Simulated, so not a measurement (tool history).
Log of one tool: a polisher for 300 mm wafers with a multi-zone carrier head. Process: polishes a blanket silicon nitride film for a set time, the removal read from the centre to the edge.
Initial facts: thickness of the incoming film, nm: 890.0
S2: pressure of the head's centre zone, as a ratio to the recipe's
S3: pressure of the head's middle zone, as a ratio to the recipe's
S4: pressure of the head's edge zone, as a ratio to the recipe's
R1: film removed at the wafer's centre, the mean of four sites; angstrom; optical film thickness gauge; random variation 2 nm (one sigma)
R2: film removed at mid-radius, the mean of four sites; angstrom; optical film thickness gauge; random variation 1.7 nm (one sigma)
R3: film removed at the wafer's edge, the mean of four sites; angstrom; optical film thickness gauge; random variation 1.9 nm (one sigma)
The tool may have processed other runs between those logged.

{"run": 1, "hour": 0.0, "flow of slurry (ml/min)": 180, "S2": 1, "S3": 1, "S4": 1, "polishing time (s)": 42, "R1": 1062.3, "R2": 1109.8, "R3": 1107.4}
{"run": 2, "hour": 6.0, "flow of slurry (ml/min)": 185, "S2": 1.01, "S3": 1, "S4": 1.03, "polishing time (s)": 46, "R1": 1171.9, "R2": 1206.8, "R3": 1232.1}
{"run": 3, "hour": 10.2, "flow of slurry (ml/min)": 160, "S2": 1.01, "S3": 1, "S4": 1.03, "polishing time (s)": 46, "R1": 1134, "R2": 1184, "R3": 1190.6}
{"run": 4, "hour": 14.7, "flow of slurry (ml/min)": 180, "S2": 1.02, "S3": 1, "S4": 1.06, "polishing time (s)": 48, "R1": 1264.5, "R2": 1276.1, "R3": 1299.1}
{"run": 5, "hour": 15.6, "flow of slurry (ml/min)": 195, "S2": 1.01, "S3": 0.99, "S4": 1.09, "polishing time (s)": 50, "R1": 1329, "R2": 1326.9, "R3": 1389.5}
{"run": 6, "hour": 21.6, "flow of slurry (ml/min)": 195, "S2": 1.01, "S3": 0.99, "S4": 1.01, "polishing time (s)": 50, "R1": 1291.7, "R2": 1328, "R3": 1323.2}
{"run": 7, "hour": 28.6, "flow of slurry (ml/min)": 205, "S2": 1.01, "S3": 0.99, "S4": 1.05, "polishing time (s)": 52, "R1": 1355.4, "R2": 1378.8, "R3": 1415.7}

Estimate the outcome of run 8 from the log above:
{"run": 8, "hour": 31.9, "flow of slurry (ml/min)": 210, "S2": 1.01, "S3": 0.99, "S4": 1.08, "polishing time (s)": 53, "R1": "?", "R2": "?", "R3": "?"}

R1: 1385.7 angstrom
R2: 1430.6 angstrom
R3: 1478.1 angstrom

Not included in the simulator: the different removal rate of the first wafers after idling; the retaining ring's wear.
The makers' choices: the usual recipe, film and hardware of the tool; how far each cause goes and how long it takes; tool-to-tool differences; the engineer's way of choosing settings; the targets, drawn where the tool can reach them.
